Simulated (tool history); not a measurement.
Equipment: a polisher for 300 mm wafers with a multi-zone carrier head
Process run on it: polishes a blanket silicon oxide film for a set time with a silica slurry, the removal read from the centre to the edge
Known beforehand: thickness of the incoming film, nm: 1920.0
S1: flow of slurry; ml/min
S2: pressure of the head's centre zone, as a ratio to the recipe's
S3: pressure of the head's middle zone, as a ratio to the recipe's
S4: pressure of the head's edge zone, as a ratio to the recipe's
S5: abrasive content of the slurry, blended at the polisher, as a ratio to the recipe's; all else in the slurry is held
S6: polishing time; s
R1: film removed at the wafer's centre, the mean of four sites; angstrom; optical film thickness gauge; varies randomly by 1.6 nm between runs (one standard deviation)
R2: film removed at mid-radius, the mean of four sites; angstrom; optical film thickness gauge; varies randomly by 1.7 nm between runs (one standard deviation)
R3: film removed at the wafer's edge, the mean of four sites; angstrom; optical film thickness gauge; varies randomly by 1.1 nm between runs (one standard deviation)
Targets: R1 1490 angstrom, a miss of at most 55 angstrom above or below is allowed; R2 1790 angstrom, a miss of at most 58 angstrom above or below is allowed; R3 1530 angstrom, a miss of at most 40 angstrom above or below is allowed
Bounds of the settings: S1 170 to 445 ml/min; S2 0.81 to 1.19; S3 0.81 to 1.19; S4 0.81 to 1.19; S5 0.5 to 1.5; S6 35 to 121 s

run	hour	S1	S2	S3	S4	S5	S6	R1	R2	R3
1	0	285	1	1	1	1	78	2314.1	2276.2	2256.5
2	1.8	285	1	1	1	1	63	1869.1	1816.4	1821.9
3	6.6	280	0.98	1.01	0.97	0.95	63	1797.7	1789.1	1749.9
4	7.3	280	1.03	1.01	0.97	0.95	63	1848.4	1781.1	1723.9
5	9.1	270	1	1.03	0.95	0.95	63	1826.3	1795.4	1728.3
6	13.6	275	0.97	1.05	0.93	0.9	63	1713.7	1804.7	1659.3
7	20.8	270	0.95	1.05	0.91	0.9	63	1710.1	1778.7	1629.5
8	25.3	270	0.95	1.05	0.91	0.9	63	1684.9	1796.6	1640.3

Exercise: of the 4 proposed moves below, exactly one satisfies all targets within the stated allowed misses. Which move is it?
A	29.8	330	1.11	0.97	0.94	1.4	52	?	?	?
B	29.8	325	0.95	1.19	0.88	0.9	56	?	?	?
C	29.8	345	0.83	1.01	0.85	0.95	64	?	?	?
D	29.8	255	0.9	1.12	0.89	0.85	62	?	?	?

move	R1	R2	R3
A	2044	1777.3	1734.7
B	1509.6	1827.2	1456.4
C	1561.6	1884.9	1707.8
D	1482.3	1804.6	1532.8
A: the biggest miss grows against the last run
B: the worst result of the last run now meets its target, but another is out of spec
C: the biggest miss grows against the last run
D: meets every target
D is the move that brings every result within its allowed miss.
